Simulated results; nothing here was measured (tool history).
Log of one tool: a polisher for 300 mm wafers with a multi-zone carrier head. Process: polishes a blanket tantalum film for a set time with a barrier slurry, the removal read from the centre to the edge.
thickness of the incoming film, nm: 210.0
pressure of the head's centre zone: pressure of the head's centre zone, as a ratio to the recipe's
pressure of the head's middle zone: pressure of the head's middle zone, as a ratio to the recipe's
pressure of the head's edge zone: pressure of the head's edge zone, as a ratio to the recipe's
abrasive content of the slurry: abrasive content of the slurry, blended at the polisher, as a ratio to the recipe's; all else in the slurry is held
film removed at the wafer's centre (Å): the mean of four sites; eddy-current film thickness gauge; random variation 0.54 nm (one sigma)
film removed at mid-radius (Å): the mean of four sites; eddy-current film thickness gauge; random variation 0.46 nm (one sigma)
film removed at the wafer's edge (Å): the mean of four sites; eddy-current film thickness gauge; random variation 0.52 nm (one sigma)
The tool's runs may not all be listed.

run,hour,flow of slurry (ml/min),pressure of the head's centre zone,pressure of the head's middle zone,pressure of the head's edge zone,abrasive content of the slurry,polishing time (s),film removed at the wafer's centre (Å),film removed at mid-radius (Å),film removed at the wafer's edge (Å)
1,0,300,1,1,1,1,34,886.51,852.79,806.81
2,8.4,300,1.08,1,1,1,34,943.88,833.89,822.58
3,13,285,0.99,1.02,1.01,0.85,30,735.24,718.34,679.66
4,17.2,285,0.99,1.02,1.01,0.85,26,634.34,616.86,582.89
5,24.5,285,0.99,1.02,1.09,0.85,26,620.9,614.3,607.2
6,29.9,330,0.99,1.02,1.09,0.85,26,644.12,628.02,610.6
# hour 36.1: centre zone pressure recalibrated
7,36.1,315,0.93,1.04,1.07,0.75,25,537.71,581.59,563.69

Run 8 comes next. What will it give?
8,39.6,325,0.91,1.06,1.01,0.65,25,?,?,?

film removed at the wafer's centre (Å): 484.6
film removed at mid-radius (Å): 564.52
film removed at the wafer's edge (Å): 512.95

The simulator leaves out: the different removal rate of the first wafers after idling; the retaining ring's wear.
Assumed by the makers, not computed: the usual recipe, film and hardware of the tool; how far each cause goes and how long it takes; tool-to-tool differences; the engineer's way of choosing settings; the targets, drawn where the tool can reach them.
